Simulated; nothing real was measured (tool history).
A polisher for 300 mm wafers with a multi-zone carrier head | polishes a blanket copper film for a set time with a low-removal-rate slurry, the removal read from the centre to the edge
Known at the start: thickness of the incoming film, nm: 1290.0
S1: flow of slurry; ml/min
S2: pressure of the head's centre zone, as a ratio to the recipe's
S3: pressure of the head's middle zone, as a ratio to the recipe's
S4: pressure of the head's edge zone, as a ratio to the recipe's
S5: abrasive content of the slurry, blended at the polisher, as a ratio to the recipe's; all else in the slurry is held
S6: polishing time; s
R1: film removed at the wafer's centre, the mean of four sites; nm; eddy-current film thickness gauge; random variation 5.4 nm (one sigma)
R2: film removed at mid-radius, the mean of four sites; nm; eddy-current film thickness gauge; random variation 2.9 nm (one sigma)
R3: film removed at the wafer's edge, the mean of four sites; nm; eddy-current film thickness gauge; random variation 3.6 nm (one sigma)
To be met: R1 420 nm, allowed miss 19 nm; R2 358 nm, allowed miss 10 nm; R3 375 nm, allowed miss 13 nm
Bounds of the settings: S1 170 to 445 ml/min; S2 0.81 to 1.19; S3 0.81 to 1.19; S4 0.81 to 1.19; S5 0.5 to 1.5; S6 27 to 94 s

run,hour,S1,S2,S3,S4,S5,S6,R1,R2,R3
1,0,285,1,1,1,1,60,281.93,283.59,284.92
2,6.7,285,1,1,1,1.2,60,293.15,291.51,289.12
3,9.8,285,1.08,1,1,1.2,60,320.5,292.53,293.12
4,17.5,285,1.09,1,1.02,1.25,61,325.18,298.94,304.14
5,22.1,285,1.09,1,1.02,1.25,67,357.21,331.62,330.41
6,30.3,290,1.1,1,1.03,1.3,67,365.01,330.27,333.28
7,30.9,290,1.1,1,1.03,1.3,67,375.33,333.35,334.42
8,37.8,290,1.1,1,1.03,1.3,67,368.6,328.19,335.5
9,45.4,290,1.1,1,1.03,1.3,67,365.6,330.81,336.6

Which of these 4 next moves meets every target?
A,53,255,0.85,0.98,1.19,1.45,74,?,?,?
B,53,255,1.14,0.96,1.07,1.1,78,?,?,?
C,53,295,1.01,1.08,0.98,1.1,64,?,?,?
D,53,230,1.08,0.87,1.19,1.25,71,?,?,?

move,R1,R2,R3
A,310.18,360.16,392.07
B,419.66,355.81,381.48
C,310.94,328.39,308.34
D,363.38,300.48,363.46
A: takes the result that was furthest off past its target
B: meets every target
C: further off than the last run
D: brings the result that was furthest off to its target, and leaves another outside
The right move is B.

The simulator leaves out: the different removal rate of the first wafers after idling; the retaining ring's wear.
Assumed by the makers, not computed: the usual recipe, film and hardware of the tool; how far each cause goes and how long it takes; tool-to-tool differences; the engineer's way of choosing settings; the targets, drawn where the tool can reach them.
